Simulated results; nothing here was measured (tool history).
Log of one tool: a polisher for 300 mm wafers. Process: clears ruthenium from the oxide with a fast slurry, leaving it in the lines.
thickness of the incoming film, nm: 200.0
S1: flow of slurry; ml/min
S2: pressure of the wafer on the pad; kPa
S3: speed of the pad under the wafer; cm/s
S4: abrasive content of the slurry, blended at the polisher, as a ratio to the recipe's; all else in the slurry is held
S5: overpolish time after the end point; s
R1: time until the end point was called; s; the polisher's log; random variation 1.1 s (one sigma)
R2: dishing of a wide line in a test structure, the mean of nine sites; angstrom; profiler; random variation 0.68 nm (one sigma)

run  hour   S1    S2   S3    S4  S5      R1      R2
  1     0  215  13.8  118     1  10  54.198  347.48
  2   4.1  215  13.8  118   0.9  10  55.608  342.08
  3  10.4  215  13.8  132   0.9  10  51.879  374.11
  4  14.7  215  13.8  132   0.9   8  49.996  304.79
  5  16.2  215  13.8  110   0.9   8  60.714  257.57
  6  18.8  215  13.8  110  0.75   8  67.949  231.95
  7  20.2  210  15.9  116  0.75  13  58.181  422.31
  8    21  210  15.9  116  0.75  14  57.496  463.63

Run 9 comes next. What will it give?
  9  23.8  210  15.9  118  0.75  15   ?   ?

Run 9 gave R1 56.127 s, R2 501.09 angstrom.

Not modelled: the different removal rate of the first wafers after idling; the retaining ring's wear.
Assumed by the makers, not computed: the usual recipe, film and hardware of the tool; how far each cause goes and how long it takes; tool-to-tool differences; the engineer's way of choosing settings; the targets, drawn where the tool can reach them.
